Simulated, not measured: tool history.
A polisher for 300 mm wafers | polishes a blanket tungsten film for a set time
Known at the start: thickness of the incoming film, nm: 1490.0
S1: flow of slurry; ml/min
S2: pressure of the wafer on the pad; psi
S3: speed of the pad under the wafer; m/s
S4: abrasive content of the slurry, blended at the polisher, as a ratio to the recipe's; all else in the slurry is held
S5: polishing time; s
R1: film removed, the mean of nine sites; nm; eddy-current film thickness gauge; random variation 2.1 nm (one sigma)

run  hour   S1   S2    S3   S4  S5      R1
  1   0.0  150  2.4  1.12  1.0  86  245.32
  2   6.6  150  2.2  1.12  1.0  86  225.73
  3  12.4  150  2.2  0.92  1.0  86  197.24
  4  19.9  180  2.2  0.92  1.0  86  197.74
  5  23.7  180  2.1  0.92  1.0  86  191.68
  6  29.7  180  2.0  0.92  1.0  86  180.07

The next listed run, before its measurement:
  7  37.1  180  1.9  0.92  1.0  86   ?

Run 7 gave R1 169.55 nm.
